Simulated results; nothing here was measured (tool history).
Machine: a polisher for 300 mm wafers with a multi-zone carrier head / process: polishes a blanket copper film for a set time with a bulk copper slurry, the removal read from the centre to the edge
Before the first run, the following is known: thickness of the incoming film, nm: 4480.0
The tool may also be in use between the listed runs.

run  hour  flow of slurry (ml/min)  pressure of the head's centre zone  pressure of the head's middle zone  pressure of the head's edge zone  abrasive content of the slurry  polishing time (s)  film removed at the wafer's centre (nm)  film removed at mid-radius (nm)  film removed at the wafer's edge (nm)
  1     0                      290                                   1                                   1                                 1                               1                  75                                   744.43                           748.86                                 734.43
  2   3.9                      345                                   1                                   1                                 1                               1                  75                                   739.07                           760.75                                 738.57
  3   7.3                      345                                   1                                   1                                 1                               1                  82                                   823.64                           840.92                                 802.42
  4  14.4                      345                                   1                                   1                              0.95                               1                  82                                   853.43                           837.35                                 791.85
  5  21.4                      345                                   1                                   1                              0.95                               1                  66                                   664.35                           664.52                                 626.39
  6    26                      345                                1.05                                   1                              0.95                               1                  66                                   699.96                           676.13                                 635.59
  7  28.9                      340                                1.05                                1.01                              0.98                            1.05                  69                                   729.14                           709.23                                 681.08
  8    32                      340                                1.06                                1.03                                 1                             1.1                  72                                   800.15                           763.55                                  723.3

Expected results for the next run?
  9  35.2                      340                                1.04                                1.04                              1.02                            1.15                  75                                        ?                                ?                                      ?

film removed at the wafer's centre (nm): 811.14
film removed at mid-radius (nm): 816.03
film removed at the wafer's edge (nm): 769.94
